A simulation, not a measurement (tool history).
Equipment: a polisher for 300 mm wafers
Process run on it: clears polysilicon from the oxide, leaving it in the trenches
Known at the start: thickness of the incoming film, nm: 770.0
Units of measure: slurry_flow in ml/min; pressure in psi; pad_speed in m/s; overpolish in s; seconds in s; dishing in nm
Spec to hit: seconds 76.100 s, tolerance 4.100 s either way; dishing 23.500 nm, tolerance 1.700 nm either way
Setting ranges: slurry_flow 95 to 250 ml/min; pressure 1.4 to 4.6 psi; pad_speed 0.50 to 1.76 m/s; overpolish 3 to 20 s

run	hour	slurry_flow	pressure	pad_speed	overpolish	seconds	dishing
1	0.0	160	3.0	1.12	10	46.935	61.542
2	8.3	160	2.7	1.10	9	53.255	53.914
3	14.3	160	2.7	1.22	9	46.743	59.325
4	15.4	180	2.7	1.08	8	51.139	55.099
5	22.2	165	2.4	1.10	7	55.568	49.748
6	26.9	165	2.8	1.10	7	50.160	51.976
7	29.5	150	2.8	1.02	6	54.401	47.045
8	34.8	140	2.9	0.92	5	59.825	39.514
9	41.9	130	3.0	0.84	5	65.455	38.357
10	45.5	125	3.2	0.78	5	67.119	37.607
11	54.0	95	3.9	0.50	3	93.501	19.860
12	58.0	105	3.9	0.52	3	89.550	21.059
13	65.2	130	4.3	0.54	4	75.258	29.582
14	68.2	125	4.4	0.54	4	73.492	29.929
15	75.0	120	4.4	0.54	4	74.803	29.481
16	77.5	115	4.4	0.54	4	75.481	29.547

Pick the move, out of 4, that brings all results within their allowed miss; only one does.
A	80.0	95	4.4	0.56	3	?	?
B	80.0	105	4.4	0.54	7	?	?
C	80.0	115	4.1	0.60	5	?	?
D	80.0	115	4.5	0.56	7	?	?

move	seconds	dishing
A	77.389	23.590
B	77.733	42.698
C	72.815	36.015
D	71.956	44.624
A: hits every target within its allowed miss
B: moves away from the targets compared with the last run
C: moves away from the targets compared with the last run
D: moves away from the targets compared with the last run
Go with A: it meets all targets.

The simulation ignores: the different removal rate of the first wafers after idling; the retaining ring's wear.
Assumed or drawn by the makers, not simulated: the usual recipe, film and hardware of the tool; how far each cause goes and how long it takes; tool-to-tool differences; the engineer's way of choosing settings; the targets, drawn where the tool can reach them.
